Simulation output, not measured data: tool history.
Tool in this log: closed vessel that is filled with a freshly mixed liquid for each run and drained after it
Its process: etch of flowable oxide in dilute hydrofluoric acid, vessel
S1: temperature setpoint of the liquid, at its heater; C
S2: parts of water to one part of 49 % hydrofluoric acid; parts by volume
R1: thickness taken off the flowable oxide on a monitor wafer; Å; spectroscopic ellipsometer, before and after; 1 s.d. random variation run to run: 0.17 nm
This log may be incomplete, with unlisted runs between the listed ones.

Run 1, hour 0.0: S1 24.0 C, S2 205 parts by volume, time in the liquid (s) 95. Result: R1 78.560 Å.
Run 2, hour 8.2: S1 27.0 C, S2 205 parts by volume, time in the liquid (s) 95. Result: R1 86.520 Å.
Run 3, hour 14.3: S1 27.5 C, S2 190 parts by volume, time in the liquid (s) 95. Result: R1 97.662 Å.
Run 4, hour 23.0: S1 27.5 C, S2 190 parts by volume, time in the liquid (s) 65. Result: R1 67.108 Å.
Run 5, hour 26.1: S1 30.5 C, S2 190 parts by volume, time in the liquid (s) 65. Result: R1 74.448 Å.
Run 6, hour 29.7: S1 30.5 C, S2 170 parts by volume, time in the liquid (s) 70. Result: R1 91.511 Å.
Run 7, hour 33.9: S1 30.5 C, S2 155 parts by volume, time in the liquid (s) 70. Result: R1 103.850 Å.
At hour 37.6: hydrofluoric acid flow meter replaced.
Run 8, hour 37.6: S1 32.0 C, S2 75 parts by volume, time in the liquid (s) 70. Result: R1 292.880 Å.
Run 9, hour 46.0: S1 32.0 C, S2 80 parts by volume, time in the liquid (s) 70. Result: R1 273.960 Å.

The next listed run, before its measurement:
Run 10, hour 53.5: S1 32.0 C, S2 90 parts by volume, time in the liquid (s) 70. Result: R1 ?.

Run 10 yielded R1 237.680 Å.
